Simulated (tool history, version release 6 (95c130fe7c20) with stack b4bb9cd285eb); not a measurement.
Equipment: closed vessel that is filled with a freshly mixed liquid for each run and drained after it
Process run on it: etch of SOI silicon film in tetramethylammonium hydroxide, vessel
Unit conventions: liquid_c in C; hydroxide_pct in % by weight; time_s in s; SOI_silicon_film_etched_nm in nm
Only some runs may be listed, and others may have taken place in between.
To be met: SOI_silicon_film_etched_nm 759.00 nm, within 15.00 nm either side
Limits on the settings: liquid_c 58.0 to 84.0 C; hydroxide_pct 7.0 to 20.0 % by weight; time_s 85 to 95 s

run,hour,liquid_c,hydroxide_pct,time_s,SOI_silicon_film_etched_nm
1,0.0,71.0,13.5,85,610.98
2,4.6,71.0,15.0,85,582.16
3,11.3,71.0,15.0,85,576.55
4,17.3,71.0,16.5,85,560.71
5,20.0,72.0,16.5,85,599.48
6,24.8,72.5,16.5,85,606.03
7,27.7,73.0,16.5,85,630.55
8,31.1,73.5,16.5,85,644.76
9,36.3,74.0,16.5,85,663.09
10,37.6,74.5,16.5,85,684.40
11,45.0,75.0,16.5,85,704.88

Which of these 4 next moves meets every target?
A,52.4,75.5,16.5,85,?
B,52.4,76.0,16.0,85,?
C,52.4,75.0,15.5,85,?
D,52.4,73.5,16.0,95,?

move,SOI_silicon_film_etched_nm
A,727.96
B,757.07
C,722.91
D,733.55
A: better than the last run, though not everything is in spec
B: all results land within tolerance of their targets
C: better than the last run, though not everything is in spec
D: better than the last run, though not everything is in spec
B is the move that brings every result within its allowed miss.

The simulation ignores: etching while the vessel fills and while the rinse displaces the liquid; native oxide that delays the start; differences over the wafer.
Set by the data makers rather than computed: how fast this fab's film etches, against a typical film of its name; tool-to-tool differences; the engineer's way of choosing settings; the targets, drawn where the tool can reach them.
